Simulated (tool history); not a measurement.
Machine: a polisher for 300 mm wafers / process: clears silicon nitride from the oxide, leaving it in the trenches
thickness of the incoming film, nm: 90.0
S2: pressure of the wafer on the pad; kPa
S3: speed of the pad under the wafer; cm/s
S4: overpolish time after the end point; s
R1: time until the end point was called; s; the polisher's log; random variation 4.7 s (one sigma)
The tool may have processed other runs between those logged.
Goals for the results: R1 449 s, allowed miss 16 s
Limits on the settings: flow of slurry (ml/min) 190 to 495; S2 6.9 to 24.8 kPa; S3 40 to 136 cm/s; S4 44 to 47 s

Run 1, hour 0: flow of slurry (ml/min) 320, S2 15.9 kPa, S3 88 cm/s, S4 44 s. Result: R1 173.01 s.
Run 2, hour 8.8: flow of slurry (ml/min) 320, S2 14.5 kPa, S3 84 cm/s, S4 44 s. Result: R1 195.53 s.
Run 3, hour 13.3: flow of slurry (ml/min) 350, S2 14.5 kPa, S3 84 cm/s, S4 44 s. Result: R1 194.62 s.
Run 4, hour 15.8: flow of slurry (ml/min) 350, S2 13.1 kPa, S3 80 cm/s, S4 44 s. Result: R1 220.21 s.
Run 5, hour 18.3: flow of slurry (ml/min) 300, S2 13.1 kPa, S3 80 cm/s, S4 44 s. Result: R1 230.73 s.
Run 6, hour 19.8: flow of slurry (ml/min) 360, S2 13.1 kPa, S3 80 cm/s, S4 44 s. Result: R1 224.28 s.
Run 7, hour 28.4: flow of slurry (ml/min) 360, S2 12.4 kPa, S3 76 cm/s, S4 44 s. Result: R1 241.17 s.
Run 8, hour 32: flow of slurry (ml/min) 355, S2 11.7 kPa, S3 72 cm/s, S4 44 s. Result: R1 272.06 s.
Run 9, hour 34: flow of slurry (ml/min) 350, S2 11 kPa, S3 70 cm/s, S4 44 s. Result: R1 295.38 s.
Run 10, hour 40.9: flow of slurry (ml/min) 345, S2 10.3 kPa, S3 68 cm/s, S4 44 s. Result: R1 325.3 s.
Run 11, hour 47: flow of slurry (ml/min) 335, S2 9.7 kPa, S3 68 cm/s, S4 44 s. Result: R1 344.5 s.
Run 12, hour 49.4: flow of slurry (ml/min) 325, S2 9 kPa, S3 68 cm/s, S4 44 s. Result: R1 373.02 s.
Run 13, hour 51.9: flow of slurry (ml/min) 315, S2 9 kPa, S3 68 cm/s, S4 44 s. Result: R1 366.03 s.
Run 14, hour 60.2: flow of slurry (ml/min) 310, S2 9 kPa, S3 68 cm/s, S4 44 s. Result: R1 371.2 s.
Run 15, hour 67.7: flow of slurry (ml/min) 300, S2 9 kPa, S3 68 cm/s, S4 44 s. Result: R1 374.1 s.
Run 16, hour 72.6: flow of slurry (ml/min) 290, S2 9 kPa, S3 68 cm/s, S4 44 s. Result: R1 370.69 s.

5 next moves are on the table. One of them brings every result within its allowed miss. Which?
Run A, hour 77.5: flow of slurry (ml/min) 285, S2 10.3 kPa, S3 74 cm/s, S4 47 s. Result: R1 ?.
Run B, hour 77.5: flow of slurry (ml/min) 320, S2 10.3 kPa, S3 74 cm/s, S4 47 s. Result: R1 ?.
Run C, hour 77.5: flow of slurry (ml/min) 190, S2 8.3 kPa, S3 62 cm/s, S4 44 s. Result: R1 ?.
Run D, hour 77.5: flow of slurry (ml/min) 405, S2 9.7 kPa, S3 72 cm/s, S4 44 s. Result: R1 ?.
Run E, hour 77.5: flow of slurry (ml/min) 335, S2 11.7 kPa, S3 54 cm/s, S4 47 s. Result: R1 ?.

move      R1
   A  301.01
   B  297.81
   C  449.66
   D  319.27
   E  336.63
A: lands further from the targets than the last run did
B: lands further from the targets than the last run did
C: every result within its allowed miss
D: lands further from the targets than the last run did
E: lands further from the targets than the last run did
The move that meets every target is C.

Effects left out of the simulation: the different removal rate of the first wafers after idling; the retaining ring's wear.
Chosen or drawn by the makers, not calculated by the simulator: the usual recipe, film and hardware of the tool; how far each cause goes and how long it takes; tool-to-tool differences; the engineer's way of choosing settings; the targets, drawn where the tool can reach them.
